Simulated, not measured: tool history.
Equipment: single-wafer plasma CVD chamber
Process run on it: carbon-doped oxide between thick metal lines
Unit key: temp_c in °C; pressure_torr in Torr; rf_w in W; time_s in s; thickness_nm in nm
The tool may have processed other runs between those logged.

run,hour,temp_c,pressure_torr,rf_w,time_s,thickness_nm
1,0.0,340,6.20,415,227,989.47
2,2.3,340,6.20,415,227,991.11
3,5.6,340,6.20,415,227,987.87
4,9.2,341,6.09,400,227,950.52
# hour 16.7: capacitance manometer re-zeroed and calibrated
5,16.7,334,6.09,400,227,965.87
6,17.4,339,6.09,400,227,950.10
7,21.0,340,5.88,390,227,916.78

Run 8 is up next; what results do you expect?
8,28.2,352,4.64,340,227,?

thickness_nm: 743.45 nm

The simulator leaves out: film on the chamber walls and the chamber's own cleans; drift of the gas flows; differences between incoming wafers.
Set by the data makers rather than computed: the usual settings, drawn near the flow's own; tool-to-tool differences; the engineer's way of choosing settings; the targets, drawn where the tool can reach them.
